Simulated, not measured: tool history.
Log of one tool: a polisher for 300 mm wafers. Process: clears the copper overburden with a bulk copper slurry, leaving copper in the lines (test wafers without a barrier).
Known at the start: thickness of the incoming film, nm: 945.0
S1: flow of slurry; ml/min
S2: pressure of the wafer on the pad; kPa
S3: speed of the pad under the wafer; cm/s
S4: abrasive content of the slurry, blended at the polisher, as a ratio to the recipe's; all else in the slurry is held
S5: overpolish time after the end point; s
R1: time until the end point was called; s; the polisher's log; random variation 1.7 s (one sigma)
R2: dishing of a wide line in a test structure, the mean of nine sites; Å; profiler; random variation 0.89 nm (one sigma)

run	hour	S1	S2	S3	S4	S5	R1	R2
1	0.0	135	16.5	92	1.0	20	136.570	722.60
2	2.3	125	16.5	92	1.0	20	133.850	698.05
3	10.6	125	19.3	92	1.0	20	118.600	800.91
4	15.4	125	21.4	92	1.0	20	108.430	882.41
5	20.7	125	23.4	92	1.0	20	96.882	917.19
6	27.3	125	24.8	92	1.0	20	90.201	958.64
7	31.1	125	24.8	92	1.0	17	91.850	854.07
8	33.0	125	24.8	92	1.0	15	89.501	777.60
9	37.7	125	24.1	92	1.0	14	94.679	734.37
10	40.4	130	23.4	92	1.0	6	98.148	357.85
11	47.7	115	22.8	96	1.0	13	97.214	672.67
12	50.1	120	22.8	96	1.0	13	98.203	668.49
13	53.6	125	22.8	96	1.0	13	99.153	660.11
14	56.5	125	22.8	98	1.0	8	94.391	475.54
15	60.0	120	22.8	98	1.0	8	96.563	460.02
16	68.9	115	22.8	98	1.0	8	92.027	451.40

The next listed run, before its measurement:
# hour 74.9: head pressure recalibrated
17	74.9	125	22.8	98	1.0	8	?	?

Run 17 gave R1 97.786 s, R2 454.10 Å.
